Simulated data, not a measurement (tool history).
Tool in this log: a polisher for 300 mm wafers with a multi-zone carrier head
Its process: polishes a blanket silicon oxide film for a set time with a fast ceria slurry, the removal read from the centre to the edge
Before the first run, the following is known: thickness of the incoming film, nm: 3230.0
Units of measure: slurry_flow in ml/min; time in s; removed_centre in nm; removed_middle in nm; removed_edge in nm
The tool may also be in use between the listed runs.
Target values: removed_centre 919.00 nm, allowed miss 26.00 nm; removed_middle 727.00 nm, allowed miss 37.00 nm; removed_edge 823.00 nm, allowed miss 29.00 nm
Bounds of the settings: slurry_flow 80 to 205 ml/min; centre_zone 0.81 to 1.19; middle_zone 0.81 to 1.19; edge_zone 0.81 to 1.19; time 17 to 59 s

run 1 hour=0.0 | slurry_flow=135 centre_zone=1.00 middle_zone=1.00 edge_zone=1.00 time=38 | removed_centre=540.96 removed_middle=528.24 removed_edge=540.39
run 2 hour=3.9 | slurry_flow=160 centre_zone=1.00 middle_zone=1.00 edge_zone=1.00 time=38 | removed_centre=557.52 removed_middle=554.36 removed_edge=561.89
run 3 hour=8.0 | slurry_flow=160 centre_zone=1.00 middle_zone=0.96 edge_zone=1.00 time=38 | removed_centre=576.24 removed_middle=525.16 removed_edge=562.35
run 4 hour=12.8 | slurry_flow=150 centre_zone=1.00 middle_zone=0.96 edge_zone=1.00 time=38 | removed_centre=557.62 removed_middle=524.17 removed_edge=543.30
run 5 hour=19.7 | slurry_flow=165 centre_zone=1.05 middle_zone=0.96 edge_zone=1.04 time=41 | removed_centre=639.38 removed_middle=578.50 removed_edge=620.45
run 6 hour=23.1 | slurry_flow=165 centre_zone=1.05 middle_zone=0.96 edge_zone=1.04 time=45 | removed_centre=705.49 removed_middle=617.96 removed_edge=670.86
run 7 hour=27.3 | slurry_flow=175 centre_zone=1.08 middle_zone=0.96 edge_zone=1.06 time=47 | removed_centre=771.79 removed_middle=678.81 removed_edge=714.31
run 8 hour=29.2 | slurry_flow=180 centre_zone=1.10 middle_zone=0.94 edge_zone=1.09 time=48 | removed_centre=803.76 removed_middle=673.99 removed_edge=740.97
run 9 hour=35.6 | slurry_flow=185 centre_zone=1.12 middle_zone=0.94 edge_zone=1.11 time=49 | removed_centre=842.19 removed_middle=699.66 removed_edge=769.24
run 10 hour=38.4 | slurry_flow=190 centre_zone=1.13 middle_zone=0.94 edge_zone=1.12 time=50 | removed_centre=878.75 removed_middle=693.18 removed_edge=796.62
run 11 hour=40.5 | slurry_flow=190 centre_zone=1.13 middle_zone=0.95 edge_zone=1.12 time=50 | removed_centre=871.51 removed_middle=703.38 removed_edge=796.54
run 12 hour=43.7 | slurry_flow=190 centre_zone=1.14 middle_zone=0.95 edge_zone=1.12 time=50 | removed_centre=883.37 removed_middle=730.55 removed_edge=797.85
run 13 hour=52.4 | slurry_flow=190 centre_zone=1.14 middle_zone=0.94 edge_zone=1.13 time=50 | removed_centre=875.81 removed_middle=716.03 removed_edge=792.29

Exercise: of the 4 proposed moves below, exactly one satisfies all targets within the stated allowed misses. Which move is it?
run A hour=61.1 | slurry_flow=190 centre_zone=1.16 middle_zone=0.83 edge_zone=1.18 time=51 | removed_centre=? removed_middle=? removed_edge=?
run B hour=61.1 | slurry_flow=165 centre_zone=1.09 middle_zone=0.95 edge_zone=1.13 time=52 | removed_centre=? removed_middle=? removed_edge=?
run C hour=61.1 | slurry_flow=140 centre_zone=1.18 middle_zone=0.97 edge_zone=1.15 time=53 | removed_centre=? removed_middle=? removed_edge=?
run D hour=61.1 | slurry_flow=195 centre_zone=1.06 middle_zone=0.89 edge_zone=1.19 time=48 | removed_centre=? removed_middle=? removed_edge=?

move=A removed_centre=914.52 removed_middle=645.09 removed_edge=839.27
move=B removed_centre=853.27 removed_middle=712.92 removed_edge=821.04
move=C removed_centre=907.54 removed_middle=714.24 removed_edge=824.41
move=D removed_centre=789.89 removed_middle=643.32 removed_edge=795.16
A: the worst result of the last run now meets its target, but another is out of spec
B: lands further from the targets than the last run did
C: meets every target
D: lands further from the targets than the last run did
Correct choice: C, which meets every target
